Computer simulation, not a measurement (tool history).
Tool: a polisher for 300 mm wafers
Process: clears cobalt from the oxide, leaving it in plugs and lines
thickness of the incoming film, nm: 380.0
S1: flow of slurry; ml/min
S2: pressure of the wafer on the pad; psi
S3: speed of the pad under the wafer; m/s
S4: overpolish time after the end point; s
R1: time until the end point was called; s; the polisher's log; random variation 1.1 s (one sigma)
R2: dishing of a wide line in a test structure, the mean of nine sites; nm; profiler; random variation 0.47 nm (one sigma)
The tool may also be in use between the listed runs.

run    day   S1   S2    S3  S4      R1      R2
  1      0  150  2.2   0.8  11  89.428  31.026
  2  0.279  150  2.2   0.8  14  88.575  35.922
  3  0.517  145    2   0.8  14  95.698  34.179
  4  0.546  145  1.8   0.8  14  102.86  32.831
  5  0.917  145  1.7   0.8  14  107.86  31.282
  6    1.1  145  1.7  0.74  14  114.54  30.421
      1.25  -- worn pad replaced by a new one
  7   1.25  140  1.6  0.74  14   113.5  30.588
  8  1.583  145  1.5  0.74  14  116.22  30.351

Run 9 comes next. What will it give?
  9  1.896  140  1.5  0.74  14   ?   ?

R1: 118.81 s
R2: 29.743 nm
